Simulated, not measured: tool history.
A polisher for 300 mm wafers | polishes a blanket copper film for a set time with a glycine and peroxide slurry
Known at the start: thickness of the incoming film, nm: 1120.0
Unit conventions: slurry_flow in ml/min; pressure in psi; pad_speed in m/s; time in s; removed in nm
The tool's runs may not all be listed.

run    day  slurry_flow  pressure  pad_speed  time  removed
  1  0.000          210       2.8       1.28    30   184.67
  2  0.133          210       2.6       1.28    30   174.10
  3  0.283          210       2.6       1.46    30   190.06
  4  0.438          210       2.6       1.76    30   227.27
  5  0.517          210       2.3       1.70    30   195.07
  6  0.675          260       2.3       1.70    30   197.78
  7  0.738          260       2.1       1.66    30   184.05
  8  0.992          260       1.9       1.60    30   164.63
  9  1.238          245       1.3       1.46    30   111.41

Predict the results of run 10:
 10  1.421          250       1.3       1.46    30        ?

{"run 10": {"removed": 112.12}}
